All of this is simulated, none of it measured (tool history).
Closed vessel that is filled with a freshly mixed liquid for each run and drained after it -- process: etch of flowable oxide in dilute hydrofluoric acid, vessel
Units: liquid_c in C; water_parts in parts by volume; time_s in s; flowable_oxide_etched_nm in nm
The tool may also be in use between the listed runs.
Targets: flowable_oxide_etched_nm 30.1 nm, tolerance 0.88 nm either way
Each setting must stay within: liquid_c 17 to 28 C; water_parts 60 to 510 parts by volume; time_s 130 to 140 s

| run | hour | liquid_c | water_parts | time_s | flowable_oxide_etched_nm |
|---|---|---|---|---|---|
| 1 | 0 | 20 | 285 | 130 | 9.4866 |
| 2 | 8.1 | 21 | 260 | 130 | 10.969 |
| 3 | 12.8 | 22 | 235 | 130 | 13.032 |
| 4 | 14.3 | 22.5 | 220 | 130 | 14.257 |
| 5 | 21.4 | 23 | 205 | 130 | 15.933 |
| 6 | 22 | 23 | 205 | 130 | 16.019 |
| 7 | 25.7 | 23.5 | 195 | 130 | 17.344 |
| 8 | 32.8 | 24 | 185 | 130 | 18.767 |
| 9 | 40 | 24.5 | 180 | 130 | 19.505 |

4 next moves are on the table. One of them brings every result within its allowed miss. Which?
| A | 47.2 | 25 | 160 | 140 | ? |
| B | 47.2 | 27 | 145 | 140 | ? |
| C | 47.2 | 22 | 260 | 130 | ? |
| D | 47.2 | 26.5 | 235 | 130 | ? |

| move | flowable_oxide_etched_nm |
|---|---|
| A | 24.83 |
| B | 30.059 |
| C | 11.428 |
| D | 15.238 |
A: nearer the targets than the last run, but a result is still out of spec
B: all results in spec
C: misses by more than the last run did
D: misses by more than the last run did
B is the move that brings every result within its allowed miss.
